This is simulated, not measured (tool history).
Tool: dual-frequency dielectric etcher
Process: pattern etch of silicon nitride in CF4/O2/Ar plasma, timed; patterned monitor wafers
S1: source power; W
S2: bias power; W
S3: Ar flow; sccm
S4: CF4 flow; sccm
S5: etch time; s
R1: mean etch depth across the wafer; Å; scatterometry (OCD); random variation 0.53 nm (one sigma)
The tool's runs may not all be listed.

run  hour   S1  S2   S3   S4    S5      R1
  1   0.0  620  68  135  110  60.0  1545.0
  2   5.7  620  79  135  110  60.0  1607.2
  3  13.5  620  79  135  110  60.0  1609.6
  4  18.9  570  78  136  110  60.0  1464.0
  5  26.4  540  78  136  110  60.0  1393.6
  6  32.4  540  78  136  110  60.0  1388.0
  7  40.8  510  78  136  110  60.0  1311.4
  8  41.5  490  78  136  110  60.0  1260.1

Forecast run 9:
  9  42.4  480  78  136  110  60.0   ?

R1: 1220.8 Å

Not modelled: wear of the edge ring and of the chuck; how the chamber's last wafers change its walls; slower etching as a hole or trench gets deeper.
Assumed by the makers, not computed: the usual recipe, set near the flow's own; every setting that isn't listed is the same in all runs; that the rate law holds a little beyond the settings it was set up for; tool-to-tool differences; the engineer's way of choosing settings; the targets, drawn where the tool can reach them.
